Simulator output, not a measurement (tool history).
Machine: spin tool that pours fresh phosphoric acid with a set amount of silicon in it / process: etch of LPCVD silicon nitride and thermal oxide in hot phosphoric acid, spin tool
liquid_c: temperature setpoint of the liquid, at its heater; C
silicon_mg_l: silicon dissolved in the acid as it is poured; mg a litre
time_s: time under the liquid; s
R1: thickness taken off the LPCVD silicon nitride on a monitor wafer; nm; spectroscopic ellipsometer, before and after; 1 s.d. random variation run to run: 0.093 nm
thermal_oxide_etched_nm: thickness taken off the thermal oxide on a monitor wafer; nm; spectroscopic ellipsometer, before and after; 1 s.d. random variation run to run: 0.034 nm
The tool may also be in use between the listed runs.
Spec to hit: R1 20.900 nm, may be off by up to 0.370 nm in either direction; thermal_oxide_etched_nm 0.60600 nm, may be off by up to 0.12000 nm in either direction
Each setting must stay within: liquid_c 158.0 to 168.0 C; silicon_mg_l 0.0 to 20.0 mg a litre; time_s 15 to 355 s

run 1 hour=0.0 | liquid_c=163.0 silicon_mg_l=9.0 time_s=180 | R1=16.321 thermal_oxide_etched_nm=0.47536
run 2 hour=5.4 | liquid_c=164.5 silicon_mg_l=9.0 time_s=180 | R1=16.885 thermal_oxide_etched_nm=0.52090
run 3 hour=10.5 | liquid_c=166.5 silicon_mg_l=9.0 time_s=180 | R1=18.319 thermal_oxide_etched_nm=0.66075
run 4 hour=16.2 | liquid_c=166.5 silicon_mg_l=11.5 time_s=185 | R1=18.766 thermal_oxide_etched_nm=0.68526
run 5 hour=17.0 | liquid_c=166.5 silicon_mg_l=7.5 time_s=185 | R1=18.745 thermal_oxide_etched_nm=0.70067
run 6 hour=19.5 | liquid_c=166.5 silicon_mg_l=10.0 time_s=190 | R1=19.224 thermal_oxide_etched_nm=0.66749
run 7 hour=24.1 | liquid_c=166.5 silicon_mg_l=12.0 time_s=195 | R1=19.812 thermal_oxide_etched_nm=0.62817
run 8 hour=25.9 | liquid_c=166.5 silicon_mg_l=13.0 time_s=195 | R1=19.766 thermal_oxide_etched_nm=0.64699
run 9 hour=29.1 | liquid_c=166.5 silicon_mg_l=14.5 time_s=195 | R1=19.674 thermal_oxide_etched_nm=0.55533

Consider the 4 candidate settings below. Which is the only one whose results all fall within their allowed miss of target?
run A hour=32.3 | liquid_c=168.0 silicon_mg_l=7.5 time_s=170 | R1=? thermal_oxide_etched_nm=?
run B hour=32.3 | liquid_c=166.5 silicon_mg_l=11.0 time_s=180 | R1=? thermal_oxide_etched_nm=?
run C hour=32.3 | liquid_c=167.5 silicon_mg_l=12.0 time_s=180 | R1=? thermal_oxide_etched_nm=?
run D hour=32.3 | liquid_c=164.0 silicon_mg_l=14.0 time_s=225 | R1=? thermal_oxide_etched_nm=?

move=A R1=17.992 thermal_oxide_etched_nm=0.72503
move=B R1=18.144 thermal_oxide_etched_nm=0.63862
move=C R1=18.744 thermal_oxide_etched_nm=0.67054
move=D R1=20.895 thermal_oxide_etched_nm=0.62079
A: the biggest miss grows against the last run
B: the biggest miss grows against the last run
C: the biggest miss grows against the last run
D: meets every target
D meets every target.

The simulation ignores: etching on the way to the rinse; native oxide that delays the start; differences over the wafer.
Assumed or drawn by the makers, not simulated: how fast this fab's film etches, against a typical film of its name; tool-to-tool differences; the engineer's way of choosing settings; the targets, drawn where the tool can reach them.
